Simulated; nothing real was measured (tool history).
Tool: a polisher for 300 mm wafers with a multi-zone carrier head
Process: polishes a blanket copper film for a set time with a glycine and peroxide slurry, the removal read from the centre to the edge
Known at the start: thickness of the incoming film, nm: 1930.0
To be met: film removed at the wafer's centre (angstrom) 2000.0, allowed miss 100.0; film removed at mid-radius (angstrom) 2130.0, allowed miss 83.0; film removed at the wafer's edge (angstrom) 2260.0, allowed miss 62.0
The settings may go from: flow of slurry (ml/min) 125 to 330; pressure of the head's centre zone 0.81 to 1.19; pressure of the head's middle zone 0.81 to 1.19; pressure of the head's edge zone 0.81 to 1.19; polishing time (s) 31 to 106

run,hour,flow of slurry (ml/min),pressure of the head's centre zone,pressure of the head's middle zone,pressure of the head's edge zone,polishing time (s),film removed at the wafer's centre (angstrom),film removed at mid-radius (angstrom),film removed at the wafer's edge (angstrom)
1,0.0,210,1.00,1.00,1.00,68,4159.0,4238.8,4222.7
2,5.0,185,1.00,1.00,1.00,68,4059.5,4034.5,4156.3
3,8.9,135,1.00,1.00,1.00,68,3813.5,3871.3,3903.7
4,16.3,135,1.00,1.00,1.07,68,3885.4,3721.6,4003.4
5,24.4,135,0.99,0.99,1.06,63,3425.4,3461.1,3748.0
6,31.0,135,1.00,0.98,1.04,59,3346.0,3288.7,3479.8
7,34.1,135,0.99,0.97,1.03,55,3038.9,2987.8,3262.6
8,35.7,135,0.98,0.97,1.01,52,2814.8,2890.3,2987.2
9,38.9,135,0.97,0.95,1.00,50,2676.2,2792.2,2853.3
10,44.0,135,0.96,0.94,1.00,48,2608.3,2567.1,2782.5
11,52.3,135,0.94,0.94,0.99,47,2536.4,2536.4,2731.2
12,58.4,135,0.93,0.94,0.98,46,2425.1,2486.1,2661.8
13,59.9,135,0.93,0.94,0.98,46,2435.6,2507.5,2633.7
14,62.5,135,0.92,0.93,0.97,45,2301.4,2434.7,2577.0
15,64.3,135,0.92,0.92,0.96,45,2396.3,2385.9,2550.1
16,65.0,135,0.91,0.92,0.95,44,2267.1,2382.4,2486.8
17,72.7,130,0.87,0.83,0.88,39,1946.4,1932.5,2120.5
18,74.9,135,0.87,0.84,0.89,39,1928.3,1950.1,2136.8
19,83.3,140,0.87,0.85,0.89,39,1933.3,1979.6,2133.5
20,85.4,140,0.87,0.86,0.90,39,1967.3,1979.8,2146.2
21,92.3,140,0.87,0.87,0.91,39,1955.9,2054.0,2181.1

5 next moves are on the table. One of them brings every result within its allowed miss. Which?
A,99.2,150,0.89,1.06,0.88,38,?,?,?
B,99.2,155,0.84,0.99,0.92,40,?,?,?
C,99.2,140,0.84,0.89,0.90,41,?,?,?
D,99.2,145,0.87,0.85,0.92,38,?,?,?
E,99.2,180,0.83,1.00,0.84,39,?,?,?

move,film removed at the wafer's centre (angstrom),film removed at mid-radius (angstrom),film removed at the wafer's edge (angstrom)
A,2027.0,2300.2,2122.1
B,2056.5,2328.0,2293.5
C,2050.9,2171.2,2290.6
D,1971.5,1969.7,2158.5
E,2054.8,2354.8,2192.6
A: further off than the last run
B: brings the result that was furthest off to its target, and leaves another outside
C: meets every target
D: further off than the last run
E: further off than the last run
Move C is the one to make.
